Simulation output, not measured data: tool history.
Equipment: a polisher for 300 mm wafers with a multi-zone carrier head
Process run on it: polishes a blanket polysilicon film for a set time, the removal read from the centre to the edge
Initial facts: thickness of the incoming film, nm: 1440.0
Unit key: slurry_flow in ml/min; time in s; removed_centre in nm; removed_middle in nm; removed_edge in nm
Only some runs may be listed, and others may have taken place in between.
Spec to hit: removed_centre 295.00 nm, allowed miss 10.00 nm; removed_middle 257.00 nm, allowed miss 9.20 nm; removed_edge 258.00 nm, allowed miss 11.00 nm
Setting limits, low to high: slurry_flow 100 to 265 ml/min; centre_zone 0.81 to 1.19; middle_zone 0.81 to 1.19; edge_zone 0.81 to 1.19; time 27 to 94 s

run,hour,slurry_flow,centre_zone,middle_zone,edge_zone,time,removed_centre,removed_middle,removed_edge
1,0.0,170,1.00,1.00,1.00,60,305.55,339.56,335.66
2,2.4,170,1.00,1.00,1.07,60,303.06,337.18,336.31
3,3.1,170,1.03,1.00,1.06,58,307.69,329.72,331.08
4,7.1,190,1.03,1.00,1.06,58,311.67,327.82,333.40
5,10.8,160,1.03,1.00,1.06,58,299.71,321.39,334.06
# hour 12.6: centre zone pressure recalibrated
6,12.6,120,1.03,1.00,1.06,58,321.64,312.49,311.44
7,21.0,115,1.03,0.99,1.05,57,306.12,300.44,316.42
8,28.5,115,1.05,1.00,1.05,55,306.36,294.22,297.06
9,30.0,115,1.06,1.00,1.05,54,304.39,285.78,297.33
10,31.1,115,1.07,1.01,1.04,53,298.57,286.34,288.23
11,33.9,115,1.08,1.01,1.03,52,303.39,284.49,287.90

4 candidate next runs follow, results not yet known. Just one meets every target within its allowed miss. Identify it.
A,36.7,145,1.03,1.19,1.08,55,?,?,?
B,36.7,195,0.93,0.95,1.06,57,?,?,?
C,36.7,135,1.10,0.94,0.89,49,?,?,?
D,36.7,145,0.99,1.02,1.07,55,?,?,?

move,removed_centre,removed_middle,removed_edge
A,314.39,354.01,308.65
B,303.50,312.17,325.33
C,296.26,256.09,253.58
D,301.73,310.30,308.12
A: further off than the last run
B: further off than the last run
C: all results land within tolerance of their targets
D: further off than the last run
C is the move that brings every result within its allowed miss.
